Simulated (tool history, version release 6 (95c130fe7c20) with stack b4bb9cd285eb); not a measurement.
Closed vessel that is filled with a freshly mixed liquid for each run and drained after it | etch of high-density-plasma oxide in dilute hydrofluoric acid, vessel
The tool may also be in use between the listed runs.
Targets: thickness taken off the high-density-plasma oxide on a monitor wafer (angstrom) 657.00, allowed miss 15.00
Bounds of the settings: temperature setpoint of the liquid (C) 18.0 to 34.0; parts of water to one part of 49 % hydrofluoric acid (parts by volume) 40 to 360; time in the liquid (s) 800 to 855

run	hour	temperature setpoint of the liquid (C)	parts of water to one part of 49 % hydrofluoric acid (parts by volume)	time in the liquid (s)	thickness taken off the high-density-plasma oxide on a monitor wafer (angstrom)
1	0.0	26.0	200	800	289.26
2	2.6	23.5	200	800	265.74
3	9.0	23.5	200	855	280.37
4	14.7	26.5	180	855	356.95
5	17.2	30.0	180	855	405.60
6	19.7	30.0	180	800	378.12
7	21.1	34.0	100	800	877.06
8	27.2	32.5	100	800	838.08
9	32.8	32.5	100	800	837.25
10	35.9	31.0	100	800	790.91
11	39.1	27.0	100	800	674.20

5 next moves are on the table. One of them brings every result within its allowed miss. Which?
A	42.3	27.5	105	855	?
B	42.3	30.0	115	855	?
C	42.3	23.0	100	855	?
D	42.3	26.0	105	855	?
E	42.3	25.0	105	850	?

move	thickness taken off the high-density-plasma oxide on a monitor wafer (angstrom)
A	701.32
B	694.03
C	621.50
D	661.99
E	632.99
A: further off than the last run
B: further off than the last run
C: takes the result that was furthest off past its target
D: meets every target
E: takes the result that was furthest off past its target
The right move is D.

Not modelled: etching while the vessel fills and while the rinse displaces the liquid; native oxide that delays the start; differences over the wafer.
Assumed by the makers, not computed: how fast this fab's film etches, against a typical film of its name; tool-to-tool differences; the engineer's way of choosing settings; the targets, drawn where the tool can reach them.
